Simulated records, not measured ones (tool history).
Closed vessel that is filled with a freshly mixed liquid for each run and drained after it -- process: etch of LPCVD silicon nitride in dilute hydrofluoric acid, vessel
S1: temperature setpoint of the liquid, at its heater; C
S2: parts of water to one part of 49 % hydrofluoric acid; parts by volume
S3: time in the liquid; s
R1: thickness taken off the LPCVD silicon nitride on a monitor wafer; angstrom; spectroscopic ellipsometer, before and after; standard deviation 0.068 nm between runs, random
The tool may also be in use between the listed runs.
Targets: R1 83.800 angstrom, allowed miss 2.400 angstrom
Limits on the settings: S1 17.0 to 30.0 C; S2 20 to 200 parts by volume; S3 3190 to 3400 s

run    day    S1   S2    S3       R1
  1  0.000  22.0  110  3190  144.390
  2  0.233  21.0  115  3190  128.280
  3  0.288  20.0  120  3190  114.810
  4  0.646  23.5  120  3190  144.840
  5  0.958  23.5  120  3400  155.200
  6  1.167  21.0  120  3400  133.140
  7  1.379  20.0  125  3400  115.850
  8  1.725  19.5  125  3400  113.740
  9  1.950  19.0  130  3400  105.950
 10  2.275  18.5  135  3400  100.190
 11  2.612  18.0  135  3400   95.827
 12  2.854  17.5  140  3400   89.012

Which single option among these 5 for the next run brings every result within its allowed miss of target? Just one does.
  A  3.096  18.5  135  3290   ?
  B  3.096  17.5  125  3360   ?
  C  3.096  17.0  120  3190   ?
  D  3.096  17.0  140  3345   ?
  E  3.096  18.0  125  3190   ?

move      R1
   A  95.071
   B  97.688
   C  93.205
   D  84.218
   E  95.987
A: its largest miss is bigger than the last run's
B: its largest miss is bigger than the last run's
C: its largest miss is bigger than the last run's
D: all results land within tolerance of their targets
E: its largest miss is bigger than the last run's
The move that meets every target is D.
